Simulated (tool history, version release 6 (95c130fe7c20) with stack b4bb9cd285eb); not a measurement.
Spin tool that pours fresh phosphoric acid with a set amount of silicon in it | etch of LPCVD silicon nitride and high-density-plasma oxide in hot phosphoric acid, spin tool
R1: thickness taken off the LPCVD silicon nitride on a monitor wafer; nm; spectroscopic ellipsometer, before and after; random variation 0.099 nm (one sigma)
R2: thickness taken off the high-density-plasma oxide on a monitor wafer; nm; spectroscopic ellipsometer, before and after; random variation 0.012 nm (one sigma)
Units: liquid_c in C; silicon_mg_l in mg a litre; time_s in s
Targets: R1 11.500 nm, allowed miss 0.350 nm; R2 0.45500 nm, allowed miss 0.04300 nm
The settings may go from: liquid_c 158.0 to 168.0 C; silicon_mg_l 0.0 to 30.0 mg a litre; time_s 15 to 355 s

{"run": 1, "hour": 0.0, "liquid_c": 163.0, "silicon_mg_l": 13.0, "time_s": 180, "R1": 19.812, "R2": 0.89235}
{"run": 2, "hour": 8.1, "liquid_c": 163.0, "silicon_mg_l": 19.5, "time_s": 180, "R1": 20.364, "R2": 0.81172}
{"run": 3, "hour": 9.4, "liquid_c": 162.5, "silicon_mg_l": 18.5, "time_s": 170, "R1": 18.563, "R2": 0.74817}
{"run": 4, "hour": 15.5, "liquid_c": 162.5, "silicon_mg_l": 18.5, "time_s": 140, "R1": 15.361, "R2": 0.63982}
{"run": 5, "hour": 22.9, "liquid_c": 162.0, "silicon_mg_l": 18.0, "time_s": 135, "R1": 14.595, "R2": 0.57241}
{"run": 6, "hour": 29.5, "liquid_c": 161.5, "silicon_mg_l": 16.5, "time_s": 135, "R1": 14.437, "R2": 0.58988}
{"run": 7, "hour": 32.3, "liquid_c": 161.0, "silicon_mg_l": 16.0, "time_s": 130, "R1": 13.557, "R2": 0.56192}
{"run": 8, "hour": 35.2, "liquid_c": 160.5, "silicon_mg_l": 16.0, "time_s": 130, "R1": 13.5, "R2": 0.517}
{"run": 9, "hour": 39.7, "liquid_c": 160.5, "silicon_mg_l": 15.0, "time_s": 130, "R1": 13.334, "R2": 0.56907}
{"run": 10, "hour": 41.5, "liquid_c": 160.0, "silicon_mg_l": 15.5, "time_s": 130, "R1": 13.181, "R2": 0.54009}
{"run": 11, "hour": 44.8, "liquid_c": 160.0, "silicon_mg_l": 15.5, "time_s": 130, "R1": 13.103, "R2": 0.51693}
{"run": 12, "hour": 50.1, "liquid_c": 160.0, "silicon_mg_l": 15.0, "time_s": 130, "R1": 13.276, "R2": 0.52039}
{"run": 13, "hour": 52.9, "liquid_c": 160.0, "silicon_mg_l": 14.5, "time_s": 130, "R1": 13.193, "R2": 0.54552}

5 next moves are on the table. One of them brings every result within its allowed miss. Which?
{"run": "A", "hour": 55.7, "liquid_c": 160.5, "silicon_mg_l": 12.5, "time_s": 155, "R1": "?", "R2": "?"}
{"run": "B", "hour": 55.7, "liquid_c": 158.5, "silicon_mg_l": 21.0, "time_s": 145, "R1": "?", "R2": "?"}
{"run": "C", "hour": 55.7, "liquid_c": 161.0, "silicon_mg_l": 12.5, "time_s": 155, "R1": "?", "R2": "?"}
{"run": "D", "hour": 55.7, "liquid_c": 162.0, "silicon_mg_l": 14.0, "time_s": 140, "R1": "?", "R2": "?"}
{"run": "E", "hour": 55.7, "liquid_c": 159.5, "silicon_mg_l": 15.0, "time_s": 115, "R1": "?", "R2": "?"}

move=A R1=16.050 R2=0.68779
move=B R1=14.037 R2=0.44368
move=C R1=16.321 R2=0.71366
move=D R1=15.242 R2=0.66933
move=E R1=11.515 R2=0.44598
A: further off than the last run
B: further off than the last run
C: further off than the last run
D: further off than the last run
E: meets every target
Move E is the one to make.
